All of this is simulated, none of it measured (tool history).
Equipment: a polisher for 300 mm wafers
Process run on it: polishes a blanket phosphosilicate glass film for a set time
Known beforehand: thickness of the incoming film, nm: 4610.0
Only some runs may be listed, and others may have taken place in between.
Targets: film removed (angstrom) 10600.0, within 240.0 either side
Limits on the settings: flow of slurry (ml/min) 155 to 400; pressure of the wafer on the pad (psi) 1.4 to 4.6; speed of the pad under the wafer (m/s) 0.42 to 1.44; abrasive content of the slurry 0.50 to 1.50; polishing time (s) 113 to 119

run,hour,flow of slurry (ml/min),pressure of the wafer on the pad (psi),speed of the pad under the wafer (m/s),abrasive content of the slurry,polishing time (s),film removed (angstrom)
1,0.0,255,3.0,0.92,1.00,113,8395.0
2,0.5,255,3.0,0.92,1.00,113,8430.9
3,2.5,255,3.0,0.92,0.85,113,7833.4
4,7.3,255,3.0,0.92,1.00,113,8443.5
5,15.8,260,3.1,0.92,1.00,113,8623.8
6,23.2,260,3.1,0.80,1.00,113,7642.3
7,32.2,260,3.3,0.80,1.00,113,8242.9
8,38.1,260,3.5,0.80,1.00,113,8788.8
9,39.0,260,3.6,0.80,1.00,113,8971.4
10,42.6,260,3.7,0.80,1.00,113,9206.1
11,49.6,260,3.7,0.80,1.00,113,9119.1
12,52.0,265,3.8,0.80,1.00,113,9438.6
13,57.1,265,3.9,0.80,1.00,113,9619.9
14,63.3,265,4.0,0.80,1.00,113,9905.5
15,71.4,265,4.1,0.80,1.00,113,10239.0

4 candidate next runs follow, results not yet known. Just one meets every target within its allowed miss. Identify it.
A,79.5,310,4.2,0.78,0.90,113,?
B,79.5,280,4.1,0.78,0.90,119,?
C,79.5,265,4.2,0.74,1.05,119,?
D,79.5,245,4.4,0.58,1.45,116,?

move,film removed (angstrom)
A,9865.4
B,10085.0
C,10548.0
D,9980.5
A: moves away from the targets compared with the last run
B: moves away from the targets compared with the last run
C: meets every target
D: moves away from the targets compared with the last run
Answer: C
